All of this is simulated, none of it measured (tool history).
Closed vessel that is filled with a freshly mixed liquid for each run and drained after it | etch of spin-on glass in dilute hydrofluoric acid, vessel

run	hour	temperature setpoint of the liquid (C)	parts of water to one part of 49 % hydrofluoric acid (parts by volume)	time in the liquid (s)	thickness taken off the spin-on glass on a monitor wafer (nm)
1	0.0	25.0	145	85	13.629
2	4.1	25.0	105	85	19.880
3	6.6	25.0	75	85	28.874
4	7.5	26.0	75	85	30.523
5	11.8	26.5	75	85	30.777
6	14.2	29.0	75	85	34.011
7	20.7	29.5	75	85	34.507
8	24.3	30.0	75	85	35.031
9	25.7	30.0	75	85	35.455
10	33.1	30.5	75	85	35.549
11	39.0	31.0	75	85	36.420

Forecast run 12:
12	46.6	32.0	75	85	?

thickness taken off the spin-on glass on a monitor wafer (nm): 37.618
